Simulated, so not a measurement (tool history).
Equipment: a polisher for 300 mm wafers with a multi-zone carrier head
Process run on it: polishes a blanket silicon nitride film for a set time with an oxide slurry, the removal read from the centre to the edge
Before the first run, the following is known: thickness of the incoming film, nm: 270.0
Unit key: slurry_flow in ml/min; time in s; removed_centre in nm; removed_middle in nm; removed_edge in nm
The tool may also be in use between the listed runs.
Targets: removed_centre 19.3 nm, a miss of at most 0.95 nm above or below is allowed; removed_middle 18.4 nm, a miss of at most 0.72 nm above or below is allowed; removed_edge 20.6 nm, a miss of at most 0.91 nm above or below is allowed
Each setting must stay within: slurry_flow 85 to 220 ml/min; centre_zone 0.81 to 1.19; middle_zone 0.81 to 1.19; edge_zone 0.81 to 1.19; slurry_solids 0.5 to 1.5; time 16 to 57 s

run	hour	slurry_flow	centre_zone	middle_zone	edge_zone	slurry_solids	time	removed_centre	removed_middle	removed_edge
1	0	140	1	1	1	1	36	24.437	24.616	23.565
2	1.5	140	1	1	1	0.9	36	22.719	23.601	21.95
3	3.1	135	0.99	0.96	1.01	0.9	36	22.479	22.721	22.123
4	5.5	130	0.98	0.93	1.02	0.9	36	22.639	21.93	22.797
5	11.4	130	0.98	0.93	1.02	0.9	45	28.186	27.349	28.528
6	16.3	115	0.98	0.93	1.02	0.9	45	27.186	26.531	27.447
7	20.4	110	0.97	0.91	1.02	0.8	44	24.973	23.945	25.468
8	28.9	105	0.96	0.9	1.01	0.75	44	23.362	22.825	24.412
9	33.7	100	0.96	0.89	1	0.7	44	22.363	21.894	23.883
10	36.4	100	0.96	0.88	0.99	0.65	44	21.765	21.125	22.818

Of the 5 settings listed for the next run, only one would bring every result within its allowed miss of target. Which one?
A	39.1	100	1.03	0.81	1.01	0.75	37	?	?	?
B	39.1	115	0.99	0.92	1.12	0.7	35	?	?	?
C	39.1	105	0.95	1.04	0.88	0.75	38	?	?	?
D	39.1	105	0.91	0.95	0.91	0.6	40	?	?	?
E	39.1	110	1.15	0.81	0.98	0.6	42	?	?	?

move	removed_centre	removed_middle	removed_edge
A	20.871	17.249	21.075
B	19.227	18.263	20.88
C	20.074	22.099	20.419
D	18.543	19.767	20.033
E	24.947	18.378	21.981
A: pushes the last run's worst result past its target
B: every result lands within tolerance
C: further off than the last run
D: moves toward the targets from the last run without getting all of them in spec
E: corrects the largest miss of the last run, while another result sits out of spec
B is the move that brings every result within its allowed miss.

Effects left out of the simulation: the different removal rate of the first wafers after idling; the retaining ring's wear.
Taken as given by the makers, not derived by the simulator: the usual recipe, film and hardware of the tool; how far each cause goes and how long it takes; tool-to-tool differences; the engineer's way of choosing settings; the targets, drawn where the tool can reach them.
